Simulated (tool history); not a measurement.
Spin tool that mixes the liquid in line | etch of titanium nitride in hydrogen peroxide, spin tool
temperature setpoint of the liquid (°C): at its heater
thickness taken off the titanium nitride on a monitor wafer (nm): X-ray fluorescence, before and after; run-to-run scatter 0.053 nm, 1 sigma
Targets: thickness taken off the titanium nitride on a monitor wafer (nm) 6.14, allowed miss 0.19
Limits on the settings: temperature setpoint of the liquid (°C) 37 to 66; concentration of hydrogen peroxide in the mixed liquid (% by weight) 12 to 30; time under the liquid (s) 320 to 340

run	hour	temperature setpoint of the liquid (°C)	concentration of hydrogen peroxide in the mixed liquid (% by weight)	time under the liquid (s)	thickness taken off the titanium nitride on a monitor wafer (nm)
1	0	53	21.5	320	15.834
2	0.9	50.5	21.5	320	13.108
3	5.4	48.5	21.5	320	11.48
4	11.7	46.5	21.5	320	9.719
5	20.3	45	21.5	320	8.814
6	27.2	45	21.5	320	8.5755
7	32	44	21.5	320	8.0264
8	35.2	43.5	21.5	320	7.8899
9	35.8	39	21.5	320	5.582
10	42.8	39.5	21.5	320	5.7176

Pick the move, out of 4, that brings all results within their allowed miss; only one does.
A	49.8	39.5	19.5	320	?
B	49.8	38.5	21	320	?
C	49.8	39.5	20.5	340	?
D	49.8	39	21.5	320	?

move	thickness taken off the titanium nitride on a monitor wafer (nm)
A	5.6684
B	5.3302
C	6.0876
D	5.569
A: the biggest miss grows against the last run
B: the biggest miss grows against the last run
C: every result within its allowed miss
D: the biggest miss grows against the last run
Answer: C

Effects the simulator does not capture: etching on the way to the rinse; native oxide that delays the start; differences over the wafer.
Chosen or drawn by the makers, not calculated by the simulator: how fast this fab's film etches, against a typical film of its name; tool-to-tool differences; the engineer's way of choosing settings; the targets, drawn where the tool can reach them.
